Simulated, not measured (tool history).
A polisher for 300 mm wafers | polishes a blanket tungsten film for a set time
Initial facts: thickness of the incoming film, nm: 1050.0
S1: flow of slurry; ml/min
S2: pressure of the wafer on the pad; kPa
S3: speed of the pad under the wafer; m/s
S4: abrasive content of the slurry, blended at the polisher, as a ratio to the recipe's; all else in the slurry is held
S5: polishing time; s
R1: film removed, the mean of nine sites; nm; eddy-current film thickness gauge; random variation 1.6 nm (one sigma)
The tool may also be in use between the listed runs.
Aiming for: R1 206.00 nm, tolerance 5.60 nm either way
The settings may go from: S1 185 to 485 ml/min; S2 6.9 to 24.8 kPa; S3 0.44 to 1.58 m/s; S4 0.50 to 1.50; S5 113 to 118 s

{"run": 1, "day": 0.0, "S1": 310, "S2": 15.9, "S3": 1.0, "S4": 1.0, "S5": 113, "R1": 294.82}
{"run": 2, "day": 0.092, "S1": 310, "S2": 15.2, "S3": 1.0, "S4": 1.0, "S5": 113, "R1": 281.14}
{"run": 3, "day": 0.367, "S1": 310, "S2": 14.5, "S3": 1.0, "S4": 1.0, "S5": 113, "R1": 267.37}
{"run": 4, "day": 0.629, "S1": 310, "S2": 14.5, "S3": 1.0, "S4": 1.1, "S5": 113, "R1": 277.5}
{"run": 5, "day": 0.708, "S1": 310, "S2": 14.5, "S3": 1.0, "S4": 0.9, "S5": 113, "R1": 261.69}
{"run": 6, "day": 0.846, "S1": 310, "S2": 13.8, "S3": 1.0, "S4": 0.9, "S5": 113, "R1": 251.24}
{"run": 7, "day": 1.133, "S1": 310, "S2": 13.1, "S3": 1.0, "S4": 0.9, "S5": 113, "R1": 238.26}
{"run": 8, "day": 1.392, "S1": 305, "S2": 11.7, "S3": 1.0, "S4": 0.9, "S5": 113, "R1": 213.52}
{"run": 9, "day": 1.462, "S1": 295, "S2": 11.7, "S3": 1.0, "S4": 0.9, "S5": 113, "R1": 212.22}
{"run": 10, "day": 1.546, "S1": 290, "S2": 11.7, "S3": 1.0, "S4": 0.9, "S5": 113, "R1": 215.54}

Exercise: of the 5 proposed moves below, exactly one satisfies all targets within the stated allowed misses. Which move is it?
{"run": "A", "day": 1.629, "S1": 275, "S2": 11.7, "S3": 0.98, "S4": 1.0, "S5": 118, "R1": "?"}
{"run": "B", "day": 1.629, "S1": 320, "S2": 11.0, "S3": 1.08, "S4": 0.95, "S5": 118, "R1": "?"}
{"run": "C", "day": 1.629, "S1": 310, "S2": 12.4, "S3": 1.0, "S4": 0.9, "S5": 113, "R1": "?"}
{"run": "D", "day": 1.629, "S1": 325, "S2": 13.8, "S3": 0.92, "S4": 0.85, "S5": 113, "R1": "?"}
{"run": "E", "day": 1.629, "S1": 360, "S2": 8.3, "S3": 1.32, "S4": 0.75, "S5": 118, "R1": "?"}

move=A R1=226.34
move=B R1=234.62
move=C R1=230.05
move=D R1=232.65
move=E R1=207.42
A: moves away from the targets compared with the last run
B: moves away from the targets compared with the last run
C: moves away from the targets compared with the last run
D: moves away from the targets compared with the last run
E: all results land within tolerance of their targets
Move E is the one to make.
